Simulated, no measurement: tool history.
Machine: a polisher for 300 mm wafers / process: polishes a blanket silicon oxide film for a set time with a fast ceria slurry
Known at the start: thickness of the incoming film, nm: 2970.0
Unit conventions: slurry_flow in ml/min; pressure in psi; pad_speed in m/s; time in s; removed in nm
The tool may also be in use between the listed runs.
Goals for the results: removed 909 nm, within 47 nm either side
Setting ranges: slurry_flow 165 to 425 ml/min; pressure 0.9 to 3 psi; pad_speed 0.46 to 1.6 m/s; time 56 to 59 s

run	hour	slurry_flow	pressure	pad_speed	time	removed
1	0	275	1.9	1.02	56	671.23
2	7	335	1.9	1.02	56	665.64
3	11	335	2.1	1.02	56	746.93
4	18.4	335	1.6	1.02	56	580.14
5	24.2	335	1.8	1.04	56	662.98
6	26.2	335	2	1.04	56	748.84
7	31.4	335	2.1	1.04	56	767.38
8	32.9	335	2.2	1.04	56	790.43
9	39	335	2.3	1.04	56	824.4

Exactly one of the 4 candidate moves below puts every result within its allowed miss. Which one?
A	45.1	355	2.5	0.88	58	?
B	45.1	335	2.5	0.98	59	?
C	45.1	265	1.6	1.22	59	?
D	45.1	370	2.3	0.92	59	?

move	removed
A	806.62
B	906.18
C	713.37
D	792.69
A: misses by more than the last run did
B: in spec on every target
C: misses by more than the last run did
D: misses by more than the last run did
Go with B: it meets all targets.

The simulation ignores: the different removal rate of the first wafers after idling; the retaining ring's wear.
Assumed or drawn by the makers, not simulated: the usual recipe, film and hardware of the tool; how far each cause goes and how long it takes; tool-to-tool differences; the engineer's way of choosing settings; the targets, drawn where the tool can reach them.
